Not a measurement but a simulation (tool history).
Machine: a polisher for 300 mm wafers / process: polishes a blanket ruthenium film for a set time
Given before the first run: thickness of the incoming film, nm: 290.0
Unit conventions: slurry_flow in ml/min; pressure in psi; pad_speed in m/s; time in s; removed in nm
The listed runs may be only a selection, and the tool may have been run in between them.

run	day	slurry_flow	pressure	pad_speed	time	removed
1	0	190	2.1	1.28	25	36.727
2	0.338	190	2.1	1.42	25	41.456
3	0.625	190	2.1	1.28	25	37.755
4	0.696	190	2.4	1.3	25	43.529
5	0.796	190	2.4	1.04	25	34.074
6	1.104	190	2.6	1.1	25	38.713

Run 7 comes next. What will it give?
7	1.412	190	2.8	1.16	25	?

{"run 7": {"removed": 44.081}}

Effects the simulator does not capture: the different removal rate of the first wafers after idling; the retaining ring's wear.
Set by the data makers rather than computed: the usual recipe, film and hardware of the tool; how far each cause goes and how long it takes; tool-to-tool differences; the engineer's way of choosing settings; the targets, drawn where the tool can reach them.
